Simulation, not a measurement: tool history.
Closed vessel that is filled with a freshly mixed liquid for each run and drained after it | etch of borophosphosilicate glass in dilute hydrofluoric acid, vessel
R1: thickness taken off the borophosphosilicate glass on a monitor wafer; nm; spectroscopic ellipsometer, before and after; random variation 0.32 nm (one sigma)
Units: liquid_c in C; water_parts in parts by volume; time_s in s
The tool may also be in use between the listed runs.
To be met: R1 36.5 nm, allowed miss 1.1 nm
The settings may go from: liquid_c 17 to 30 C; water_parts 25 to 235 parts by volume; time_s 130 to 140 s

run 1 hour=0 | liquid_c=22 water_parts=130 time_s=130 | R1=45.773
run 2 hour=6.4 | liquid_c=21 water_parts=130 time_s=130 | R1=43.989
run 3 hour=10.1 | liquid_c=24 water_parts=130 time_s=130 | R1=49.129
run 4 hour=14.9 | liquid_c=26 water_parts=130 time_s=130 | R1=53.202
run 5 hour=18.7 | liquid_c=24.5 water_parts=130 time_s=130 | R1=49.564
run 6 hour=26.8 | liquid_c=24.5 water_parts=130 time_s=140 | R1=55.023
run 7 hour=33.1 | liquid_c=23.5 water_parts=135 time_s=140 | R1=50.712
run 8 hour=35.3 | liquid_c=22.5 water_parts=135 time_s=140 | R1=48.009
run 9 hour=36.2 | liquid_c=18.5 water_parts=140 time_s=140 | R1=38.938
run 10 hour=37.4 | liquid_c=17.5 water_parts=140 time_s=140 | R1=37.381

5 next moves are on the table. One of them brings every result within its allowed miss. Which?
run A hour=38.6 | liquid_c=17.5 water_parts=130 time_s=135 | R1=?
run B hour=38.6 | liquid_c=19.5 water_parts=135 time_s=130 | R1=?
run C hour=38.6 | liquid_c=17 water_parts=120 time_s=130 | R1=?
run D hour=38.6 | liquid_c=17 water_parts=140 time_s=140 | R1=?
run E hour=38.6 | liquid_c=17.5 water_parts=135 time_s=140 | R1=?

move=A R1=39.765
move=B R1=39.805
move=C R1=41.044
move=D R1=37.14
move=E R1=39.512
A: further off than the last run
B: further off than the last run
C: further off than the last run
D: meets every target
E: further off than the last run
The right move is D.
